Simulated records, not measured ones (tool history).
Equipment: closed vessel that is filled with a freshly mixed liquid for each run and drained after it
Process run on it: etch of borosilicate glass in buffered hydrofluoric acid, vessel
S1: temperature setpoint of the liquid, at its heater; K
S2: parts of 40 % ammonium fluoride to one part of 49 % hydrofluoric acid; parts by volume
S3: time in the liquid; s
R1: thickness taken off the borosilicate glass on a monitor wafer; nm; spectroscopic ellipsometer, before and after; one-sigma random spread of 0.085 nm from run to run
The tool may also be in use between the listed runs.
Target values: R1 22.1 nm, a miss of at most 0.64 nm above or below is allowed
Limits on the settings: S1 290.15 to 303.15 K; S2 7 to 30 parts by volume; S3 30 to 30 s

run	hour	S1	S2	S3	R1
1	0	295.15	20	30	16.474
2	2.9	296.15	20	30	17.406
3	9.8	296.65	20	30	17.707
4	16.3	296.65	20	30	17.794
5	21.7	297.15	20	30	18.149
6	24.9	297.15	22	30	17.05
7	29.8	298.15	22	30	18.172
8	34.5	298.65	22	30	18.635
9	37.2	299.15	22	30	18.998
10	42.1	299.65	22	30	19.596
11	48.9	300.15	22	30	20.094
12	49.9	300.65	22	30	20.628

Which of these 4 next moves meets every target?
A	50.9	302.65	23	30	?
B	50.9	300.15	22	30	?
C	50.9	298.15	21	30	?
D	50.9	298.15	21.5	30	?

move	R1
A	22.048
B	19.929
C	18.5
D	18.201
A: meets every target
B: its largest miss is bigger than the last run's
C: its largest miss is bigger than the last run's
D: its largest miss is bigger than the last run's
Answer: A

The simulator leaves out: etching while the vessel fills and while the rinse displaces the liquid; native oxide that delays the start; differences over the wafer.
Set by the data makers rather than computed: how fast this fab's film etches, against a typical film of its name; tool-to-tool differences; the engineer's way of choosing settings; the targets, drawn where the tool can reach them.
